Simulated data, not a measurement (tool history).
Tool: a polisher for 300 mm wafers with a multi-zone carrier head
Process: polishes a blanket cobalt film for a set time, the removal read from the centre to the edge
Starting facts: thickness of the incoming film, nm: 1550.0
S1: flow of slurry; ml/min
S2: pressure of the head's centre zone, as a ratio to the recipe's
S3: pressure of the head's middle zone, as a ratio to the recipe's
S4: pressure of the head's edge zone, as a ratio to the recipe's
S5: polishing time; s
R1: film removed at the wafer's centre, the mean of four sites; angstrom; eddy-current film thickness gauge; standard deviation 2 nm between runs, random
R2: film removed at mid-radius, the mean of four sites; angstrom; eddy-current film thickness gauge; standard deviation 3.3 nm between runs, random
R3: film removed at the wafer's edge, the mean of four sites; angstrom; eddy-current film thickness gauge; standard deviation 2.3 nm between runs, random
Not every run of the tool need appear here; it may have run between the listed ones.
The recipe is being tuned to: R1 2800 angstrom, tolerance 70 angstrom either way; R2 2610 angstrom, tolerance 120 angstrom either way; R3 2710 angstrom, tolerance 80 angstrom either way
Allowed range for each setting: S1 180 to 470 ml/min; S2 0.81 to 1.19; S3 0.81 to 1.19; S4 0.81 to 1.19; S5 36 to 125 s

{"run": 1, "hour": 0.0, "S1": 300, "S2": 1, "S3": 1, "S4": 1, "S5": 80, "R1": 3376.8, "R2": 3301.2, "R3": 3262.5}
{"run": 2, "hour": 6.0, "S1": 300, "S2": 1.08, "S3": 1, "S4": 1, "S5": 80, "R1": 3619.9, "R2": 3262.3, "R3": 3279.9}
{"run": 3, "hour": 12.5, "S1": 235, "S2": 1.08, "S3": 1, "S4": 1, "S5": 80, "R1": 3524.4, "R2": 3193.2, "R3": 3198.2}
{"run": 4, "hour": 20.5, "S1": 235, "S2": 1.08, "S3": 1, "S4": 1.03, "S5": 80, "R1": 3471.1, "R2": 3237, "R3": 3252.6}
{"run": 5, "hour": 25.7, "S1": 235, "S2": 1.08, "S3": 1, "S4": 1.03, "S5": 73, "R1": 3176.1, "R2": 2852.6, "R3": 2978.7}
{"run": 6, "hour": 28.4, "S1": 230, "S2": 1.06, "S3": 0.99, "S4": 1.01, "S5": 72, "R1": 3078.1, "R2": 2814.7, "R3": 2870.7}
{"run": 7, "hour": 36.1, "S1": 225, "S2": 1.04, "S3": 0.98, "S4": 1, "S5": 72, "R1": 2998.4, "R2": 2735.1, "R3": 2886.7}
{"run": 8, "hour": 37.7, "S1": 220, "S2": 1.03, "S3": 0.98, "S4": 0.98, "S5": 72, "R1": 3022.2, "R2": 2806.4, "R3": 2862.7}
{"run": 9, "hour": 42.6, "S1": 215, "S2": 1.02, "S3": 0.97, "S4": 0.97, "S5": 71, "R1": 2892.4, "R2": 2732.7, "R3": 2780.5}
{"run": 10, "hour": 44.3, "S1": 210, "S2": 1.02, "S3": 0.96, "S4": 0.97, "S5": 71, "R1": 2904, "R2": 2678, "R3": 2727.5}

Pick the move, out of 4, that brings all results within their allowed miss; only one does.
{"run": "A", "hour": 46.0, "S1": 195, "S2": 1.07, "S3": 0.96, "S4": 1.02, "S5": 70, "R1": "?", "R2": "?", "R3": "?"}
{"run": "B", "hour": 46.0, "S1": 180, "S2": 1.04, "S3": 0.99, "S4": 1.04, "S5": 68, "R1": "?", "R2": "?", "R3": "?"}
{"run": "C", "hour": 46.0, "S1": 260, "S2": 0.98, "S3": 1.05, "S4": 0.94, "S5": 68, "R1": "?", "R2": "?", "R3": "?"}
{"run": "D", "hour": 46.0, "S1": 295, "S2": 1.01, "S3": 0.96, "S4": 0.89, "S5": 70, "R1": "?", "R2": "?", "R3": "?"}

move=A R1=2982.8 R2=2656.2 R3=2794.3
move=B R1=2778.8 R2=2616.8 R3=2713.6
move=C R1=2763.6 R2=2887.9 R3=2686.3
move=D R1=2973.7 R2=2792.1 R3=2731.3
A: further off than the last run
B: hits every target within its allowed miss
C: puts the biggest miss on target and leaves a different result outside tolerance
D: further off than the last run
B is the move that brings every result within its allowed miss.
